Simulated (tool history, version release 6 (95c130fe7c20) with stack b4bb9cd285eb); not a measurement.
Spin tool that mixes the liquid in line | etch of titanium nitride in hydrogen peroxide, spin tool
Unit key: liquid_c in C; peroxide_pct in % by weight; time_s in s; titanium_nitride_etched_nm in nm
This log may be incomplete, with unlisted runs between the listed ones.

run	hour	liquid_c	peroxide_pct	time_s	titanium_nitride_etched_nm
1	0	51	19	275	14.525
2	4.1	48.5	19	275	12.146
3	12.6	46.5	19	275	10.4
4	18	45	19	275	9.3038
# hour 25.8: new drum of peroxide connected
5	25.8	44	19	275	8.7897
6	27.2	43	19	275	8.1967
7	30.5	39	19	275	6.0026

Expected results for the next run?
8	31.4	39	19	275	?

{"run 8": {"titanium_nitride_etched_nm": 6.0233}}
